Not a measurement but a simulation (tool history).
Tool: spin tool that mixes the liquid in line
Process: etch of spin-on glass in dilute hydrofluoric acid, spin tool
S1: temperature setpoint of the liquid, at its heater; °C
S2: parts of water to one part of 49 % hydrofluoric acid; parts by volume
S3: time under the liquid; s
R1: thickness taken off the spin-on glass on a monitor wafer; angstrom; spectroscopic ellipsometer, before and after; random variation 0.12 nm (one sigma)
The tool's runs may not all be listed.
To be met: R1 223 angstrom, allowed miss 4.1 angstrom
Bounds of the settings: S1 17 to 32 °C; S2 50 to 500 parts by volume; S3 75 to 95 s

{"run": 1, "hour": 0.0, "S1": 24, "S2": 275, "S3": 95, "R1": 169.75}
{"run": 2, "hour": 7.7, "S1": 25.5, "S2": 275, "S3": 95, "R1": 178.76}
{"run": 3, "hour": 10.1, "S1": 25.5, "S2": 210, "S3": 95, "R1": 253.09}
{"run": 4, "hour": 18.4, "S1": 25, "S2": 210, "S3": 95, "R1": 247.45}
{"run": 5, "hour": 23.0, "S1": 24.5, "S2": 210, "S3": 95, "R1": 242.1}
{"run": 6, "hour": 31.1, "S1": 24, "S2": 210, "S3": 95, "R1": 239.39}
{"run": 7, "hour": 33.1, "S1": 23.5, "S2": 210, "S3": 95, "R1": 234.4}
{"run": 8, "hour": 34.1, "S1": 23, "S2": 210, "S3": 95, "R1": 230.2}

Which of these 5 next moves meets every target?
{"run": "A", "hour": 35.1, "S1": 24, "S2": 210, "S3": 95, "R1": "?"}
{"run": "B", "hour": 35.1, "S1": 23.5, "S2": 210, "S3": 95, "R1": "?"}
{"run": "C", "hour": 35.1, "S1": 23.5, "S2": 210, "S3": 90, "R1": "?"}
{"run": "D", "hour": 35.1, "S1": 25.5, "S2": 220, "S3": 95, "R1": "?"}
{"run": "E", "hour": 35.1, "S1": 23, "S2": 190, "S3": 85, "R1": "?"}

move=A R1=238.4
move=B R1=234.05
move=C R1=221.73
move=D R1=237.72
move=E R1=232.04
A: further off than the last run
B: further off than the last run
C: meets every target
D: further off than the last run
E: further off than the last run
Answer: C
